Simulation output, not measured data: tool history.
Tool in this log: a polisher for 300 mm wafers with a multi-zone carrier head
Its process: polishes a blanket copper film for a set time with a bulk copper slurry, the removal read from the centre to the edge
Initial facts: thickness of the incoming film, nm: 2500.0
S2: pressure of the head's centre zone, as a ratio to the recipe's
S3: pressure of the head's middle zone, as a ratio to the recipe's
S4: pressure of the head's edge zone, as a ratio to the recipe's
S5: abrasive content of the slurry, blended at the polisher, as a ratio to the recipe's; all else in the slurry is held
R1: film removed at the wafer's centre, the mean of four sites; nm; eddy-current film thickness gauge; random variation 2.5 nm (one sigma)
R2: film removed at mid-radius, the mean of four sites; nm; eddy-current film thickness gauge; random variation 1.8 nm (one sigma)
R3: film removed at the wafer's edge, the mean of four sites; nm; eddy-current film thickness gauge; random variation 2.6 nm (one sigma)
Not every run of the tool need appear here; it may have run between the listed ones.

run 1 hour=0.0 | flow_of_slurry_(ml/min)=175 S2=1.00 S3=1.00 S4=1.00 S5=1.00 polishing_time_(s)=78 | R1=474.23 R2=471.86 R3=471.60
run 2 hour=1.2 | flow_of_slurry_(ml/min)=175 S2=1.00 S3=1.00 S4=1.00 S5=1.00 polishing_time_(s)=61 | R1=368.70 R2=369.09 R3=374.11
run 3 hour=6.2 | flow_of_slurry_(ml/min)=175 S2=1.00 S3=1.06 S4=1.00 S5=1.00 polishing_time_(s)=61 | R1=371.63 R2=393.13 R3=367.71
run 4 hour=11.6 | flow_of_slurry_(ml/min)=170 S2=1.02 S3=1.02 S4=0.96 S5=0.85 polishing_time_(s)=59 | R1=352.96 R2=353.22 R3=341.74
run 5 hour=17.3 | flow_of_slurry_(ml/min)=165 S2=1.03 S3=0.99 S4=0.92 S5=0.75 polishing_time_(s)=58 | R1=335.38 R2=328.74 R3=320.46
run 6 hour=18.5 | flow_of_slurry_(ml/min)=165 S2=0.96 S3=0.99 S4=0.92 S5=0.75 polishing_time_(s)=58 | R1=312.77 R2=323.42 R3=317.96
run 7 hour=26.3 | flow_of_slurry_(ml/min)=160 S2=0.99 S3=0.96 S4=0.89 S5=0.70 polishing_time_(s)=58 | R1=315.49 R2=313.28 R3=302.30
run 8 hour=28.6 | flow_of_slurry_(ml/min)=150 S2=1.00 S3=0.92 S4=0.88 S5=0.70 polishing_time_(s)=58 | R1=319.41 R2=294.47 R3=304.93
run 9 hour=33.7 | flow_of_slurry_(ml/min)=135 S2=1.04 S3=0.91 S4=0.81 S5=0.50 polishing_time_(s)=56 | R1=284.50 R2=260.15 R3=266.04
run 10 hour=42.6 | flow_of_slurry_(ml/min)=145 S2=1.05 S3=0.91 S4=0.82 S5=0.50 polishing_time_(s)=56 | R1=291.93 R2=261.20 R3=263.55
run 11 hour=44.1 | flow_of_slurry_(ml/min)=150 S2=1.05 S3=0.91 S4=0.84 S5=0.50 polishing_time_(s)=56 | R1=296.45 R2=264.58 R3=269.92

Run 12 has not been measured yet. What should we expect?
run 12 hour=49.9 | flow_of_slurry_(ml/min)=155 S2=1.05 S3=0.91 S4=0.85 S5=0.50 polishing_time_(s)=56 | R1=? R2=? R3=?

Run 12 came out at R1 295.29 nm, R2 265.58 nm, R3 272.06 nm.

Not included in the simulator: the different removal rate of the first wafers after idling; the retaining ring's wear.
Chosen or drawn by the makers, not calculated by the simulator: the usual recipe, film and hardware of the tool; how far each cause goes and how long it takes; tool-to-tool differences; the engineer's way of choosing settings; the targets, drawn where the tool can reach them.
